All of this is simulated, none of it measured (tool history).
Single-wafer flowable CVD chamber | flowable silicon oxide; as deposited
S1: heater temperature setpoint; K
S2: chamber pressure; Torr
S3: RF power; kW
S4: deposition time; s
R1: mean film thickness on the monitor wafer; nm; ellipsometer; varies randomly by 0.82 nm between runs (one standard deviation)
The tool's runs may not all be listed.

run 1 day=0.000 | S1=378.15 S2=0.976 S3=2.065 S4=439 | R1=283.02
run 2 day=0.196 | S1=378.15 S2=1.138 S3=2.065 S4=439 | R1=327.76
run 3 day=0.550 | S1=369.15 S2=1.138 S3=2.065 S4=439 | R1=448.60
run 4 day=0.917 | S1=369.15 S2=1.138 S3=2.065 S4=418 | R1=428.70
run 5 day=1.133 | S1=379.15 S2=1.138 S3=2.065 S4=418 | R1=301.24
run 6 day=1.400 | S1=379.15 S2=1.008 S3=2.065 S4=418 | R1=268.26

Estimate the outcome of run 7 from the log above:
run 7 day=1.558 | S1=377.15 S2=1.008 S3=2.065 S4=418 | R1=?

{"run 7": {"R1": 289.39}}
